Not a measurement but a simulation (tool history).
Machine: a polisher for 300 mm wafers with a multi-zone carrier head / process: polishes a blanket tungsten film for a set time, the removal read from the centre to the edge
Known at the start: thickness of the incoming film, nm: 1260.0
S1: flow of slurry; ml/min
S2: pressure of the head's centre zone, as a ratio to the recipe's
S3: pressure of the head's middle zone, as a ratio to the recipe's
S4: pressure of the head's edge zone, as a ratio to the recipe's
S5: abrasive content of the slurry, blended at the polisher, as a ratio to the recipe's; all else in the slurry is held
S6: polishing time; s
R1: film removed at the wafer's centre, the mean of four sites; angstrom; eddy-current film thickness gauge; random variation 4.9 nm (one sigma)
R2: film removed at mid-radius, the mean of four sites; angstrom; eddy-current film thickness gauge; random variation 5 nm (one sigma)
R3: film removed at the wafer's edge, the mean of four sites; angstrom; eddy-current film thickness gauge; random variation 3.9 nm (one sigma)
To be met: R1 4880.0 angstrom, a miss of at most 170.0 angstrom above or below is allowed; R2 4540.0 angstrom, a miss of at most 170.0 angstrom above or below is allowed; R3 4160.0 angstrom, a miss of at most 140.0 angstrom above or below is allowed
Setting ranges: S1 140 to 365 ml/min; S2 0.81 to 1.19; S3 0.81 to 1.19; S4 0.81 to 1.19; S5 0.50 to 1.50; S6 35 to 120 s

{"run": 1, "hour": 0.0, "S1": 235, "S2": 1.0, "S3": 1.0, "S4": 1.0, "S5": 1.0, "S6": 77, "R1": 3765.7, "R2": 3789.8, "R3": 3728.6}
{"run": 2, "hour": 5.8, "S1": 245, "S2": 1.03, "S3": 1.02, "S4": 1.01, "S5": 1.05, "S6": 77, "R1": 3900.7, "R2": 3827.6, "R3": 3726.5}
{"run": 3, "hour": 12.7, "S1": 245, "S2": 1.03, "S3": 1.02, "S4": 1.1, "S5": 1.05, "S6": 77, "R1": 3904.5, "R2": 3887.9, "R3": 4036.9}
{"run": 4, "hour": 16.8, "S1": 250, "S2": 1.06, "S3": 1.05, "S4": 1.1, "S5": 1.1, "S6": 77, "R1": 4058.0, "R2": 4053.2, "R3": 3999.6}
{"run": 5, "hour": 19.1, "S1": 250, "S2": 1.06, "S3": 1.05, "S4": 1.05, "S5": 1.1, "S6": 77, "R1": 4034.9, "R2": 4080.9, "R3": 3890.6}
{"run": 6, "hour": 22.9, "S1": 255, "S2": 1.08, "S3": 1.05, "S4": 1.05, "S5": 1.15, "S6": 77, "R1": 4272.7, "R2": 4106.7, "R3": 3943.2}
{"run": 7, "hour": 30.0, "S1": 260, "S2": 1.09, "S3": 1.06, "S4": 1.06, "S5": 1.15, "S6": 77, "R1": 4195.3, "R2": 4171.0, "R3": 3951.7}
{"run": 8, "hour": 34.6, "S1": 260, "S2": 1.09, "S3": 1.06, "S4": 1.06, "S5": 1.15, "S6": 77, "R1": 4199.6, "R2": 4108.4, "R3": 3971.9}
{"run": 9, "hour": 43.5, "S1": 260, "S2": 1.11, "S3": 1.07, "S4": 1.06, "S5": 1.2, "S6": 77, "R1": 4385.6, "R2": 4276.4, "R3": 3997.0}
{"run": 10, "hour": 46.7, "S1": 260, "S2": 1.12, "S3": 1.07, "S4": 1.06, "S5": 1.2, "S6": 77, "R1": 4326.4, "R2": 4200.6, "R3": 3944.7}
{"run": 11, "hour": 49.4, "S1": 260, "S2": 1.12, "S3": 1.07, "S4": 1.06, "S5": 1.2, "S6": 77, "R1": 4457.4, "R2": 4220.5, "R3": 3971.8}

Consider the 4 candidate settings below. Which is the only one whose results all fall within their allowed miss of target?
{"run": "A", "hour": 52.1, "S1": 240, "S2": 1.04, "S3": 1.16, "S4": 1.08, "S5": 1.2, "S6": 75, "R1": "?", "R2": "?", "R3": "?"}
{"run": "B", "hour": 52.1, "S1": 255, "S2": 1.05, "S3": 1.17, "S4": 1.03, "S5": 0.95, "S6": 82, "R1": "?", "R2": "?", "R3": "?"}
{"run": "C", "hour": 52.1, "S1": 295, "S2": 1.13, "S3": 1.05, "S4": 0.96, "S5": 0.85, "S6": 89, "R1": "?", "R2": "?", "R3": "?"}
{"run": "D", "hour": 52.1, "S1": 245, "S2": 1.19, "S3": 1.02, "S4": 0.98, "S5": 1.15, "S6": 86, "R1": "?", "R2": "?", "R3": "?"}

move=A R1=4009.9 R2=4371.4 R3=3937.1
move=B R1=4247.6 R2=4613.7 R3=4022.7
move=C R1=4937.3 R2=4562.5 R3=4183.2
move=D R1=5228.4 R2=4493.0 R3=4281.1
A: its largest miss is bigger than the last run's
B: its largest miss is bigger than the last run's
C: each result inside its tolerance
D: takes the biggest miss from the last run beyond its target
Answer: C

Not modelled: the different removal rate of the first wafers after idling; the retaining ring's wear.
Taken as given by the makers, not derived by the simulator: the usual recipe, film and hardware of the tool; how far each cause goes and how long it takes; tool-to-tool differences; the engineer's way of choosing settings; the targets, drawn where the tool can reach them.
